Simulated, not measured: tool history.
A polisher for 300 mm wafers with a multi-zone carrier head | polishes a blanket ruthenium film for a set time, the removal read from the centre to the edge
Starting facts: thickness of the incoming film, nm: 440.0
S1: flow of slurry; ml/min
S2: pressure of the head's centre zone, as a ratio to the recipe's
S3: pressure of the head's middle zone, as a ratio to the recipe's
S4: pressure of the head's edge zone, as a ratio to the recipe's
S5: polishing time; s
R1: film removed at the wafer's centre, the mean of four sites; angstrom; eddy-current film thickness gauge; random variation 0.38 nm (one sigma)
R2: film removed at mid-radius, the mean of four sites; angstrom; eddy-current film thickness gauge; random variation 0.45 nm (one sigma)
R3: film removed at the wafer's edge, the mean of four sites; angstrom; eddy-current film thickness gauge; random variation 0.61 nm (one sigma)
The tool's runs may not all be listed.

run 1 hour=0 | S1=145 S2=1 S3=1 S4=1 S5=41 | R1=565.9 R2=544.94 R3=581.31
run 2 hour=5 | S1=125 S2=1 S3=1 S4=1 S5=41 | R1=551.41 R2=520 R3=559.03
run 3 hour=11.9 | S1=120 S2=0.99 S3=0.99 S4=1 S5=41 | R1=529.58 R2=524.18 R3=549.31
run 4 hour=14 | S1=115 S2=0.99 S3=0.96 S4=1.01 S5=41 | R1=535.52 R2=498.36 R3=547.31
run 5 hour=18.3 | S1=110 S2=0.98 S3=0.95 S4=1.01 S5=41 | R1=518.23 R2=495.22 R3=529.32
run 6 hour=24.5 | S1=90 S2=0.98 S3=0.95 S4=1.01 S5=41 | R1=475.97 R2=468.42 R3=521.92

For run 7, what comes out?
run 7 hour=28 | S1=90 S2=0.98 S3=0.94 S4=1.01 S5=41 | R1=? R2=? R3=?

For run 7 the tool returned R1 472.21 angstrom, R2 462.95 angstrom, R3 523.34 angstrom.
